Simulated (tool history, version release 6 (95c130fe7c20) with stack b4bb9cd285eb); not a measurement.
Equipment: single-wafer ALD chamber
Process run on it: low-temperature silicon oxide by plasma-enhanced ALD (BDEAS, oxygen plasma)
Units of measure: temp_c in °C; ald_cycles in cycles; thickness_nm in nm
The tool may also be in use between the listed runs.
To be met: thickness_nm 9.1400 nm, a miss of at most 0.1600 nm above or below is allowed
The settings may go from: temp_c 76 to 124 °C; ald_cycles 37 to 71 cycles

| run | hour | temp_c | ald_cycles | thickness_nm |
|---|---|---|---|---|
| 1 | 0.0 | 100 | 54 | 8.6004 |
| 2 | 2.7 | 100 | 48 | 7.6006 |
| 3 | 8.3 | 100 | 55 | 8.7994 |
| 4 | 12.0 | 100 | 51 | 8.1007 |
| 5 | 13.8 | 98 | 52 | 8.3275 |
| 6 | 18.3 | 98 | 45 | 7.2474 |
|  | 21.8 | thermocouple changed; heater temperature recalibrated |
| 7 | 21.8 | 96 | 47 | 7.4150 |
| 8 | 28.4 | 96 | 49 | 7.7303 |
| 9 | 35.4 | 97 | 50 | 7.8885 |
| 10 | 38.4 | 97 | 51 | 8.0927 |
| 11 | 45.5 | 97 | 52 | 8.3038 |
| 12 | 47.9 | 97 | 53 | 8.3951 |
| 13 | 55.9 | 97 | 54 | 8.5613 |
| 14 | 58.3 | 97 | 55 | 8.7572 |
| 15 | 66.5 | 97 | 56 | 8.8703 |

Which one of the following 4 next-run settings gets every result inside its allowed miss? There is exactly one.
| A | 74.7 | 88 | 56 | ? |
| B | 74.7 | 105 | 53 | ? |
| C | 74.7 | 107 | 61 | ? |
| D | 74.7 | 93 | 60 | ? |

| move | thickness_nm |
|---|---|
| A | 9.1890 |
| B | 8.3108 |
| C | 9.5346 |
| D | 9.6947 |
A: all results land within tolerance of their targets
B: misses by more than the last run did
C: pushes the last run's worst result past its target
D: pushes the last run's worst result past its target
Answer: A
